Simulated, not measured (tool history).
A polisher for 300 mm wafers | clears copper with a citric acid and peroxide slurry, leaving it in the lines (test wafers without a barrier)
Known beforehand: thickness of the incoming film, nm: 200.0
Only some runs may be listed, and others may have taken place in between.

run  hour  flow of slurry (ml/min)  pressure of the wafer on the pad (kPa)  speed of the pad under the wafer (m/s)  abrasive content of the slurry  overpolish time after the end point (s)  time until the end point was called (s)  dishing of a wide line in a test structure (angstrom)
  1   0.0                      270                                    22.8                                    0.96                            1.00                                       22                                   77.362                                                427.460
  2   7.4                      270                                    20.0                                    0.96                            1.00                                       22                                   84.577                                                388.990
  3  12.7                      270                                    20.0                                    0.96                            1.20                                       22                                   84.634                                                398.690
  4  18.7                      270                                    18.6                                    0.94                            1.00                                       17                                   97.881                                                288.200
  5  24.1                      270                                    18.6                                    0.94                            1.00                                       23                                   94.571                                                374.280
  6  24.8                      235                                    19.3                                    0.88                            0.85                                       18                                   99.812                                                283.710
  7  33.7                      210                                    20.0                                    0.82                            0.75                                       15                                  111.680                                                227.140
  8  41.8                      160                                    18.6                                    0.98                            0.50                                        7                                  124.080                                                 94.951

Expected results for the next run?
     42.4  -- slurry nozzle cleaned
  9  42.4                      200                                    19.3                                    1.04                            0.50                                        7                                        ?                                                      ?

Run 9 produced time until the end point was called (s) 108.190, dishing of a wide line in a test structure (angstrom) 112.360.

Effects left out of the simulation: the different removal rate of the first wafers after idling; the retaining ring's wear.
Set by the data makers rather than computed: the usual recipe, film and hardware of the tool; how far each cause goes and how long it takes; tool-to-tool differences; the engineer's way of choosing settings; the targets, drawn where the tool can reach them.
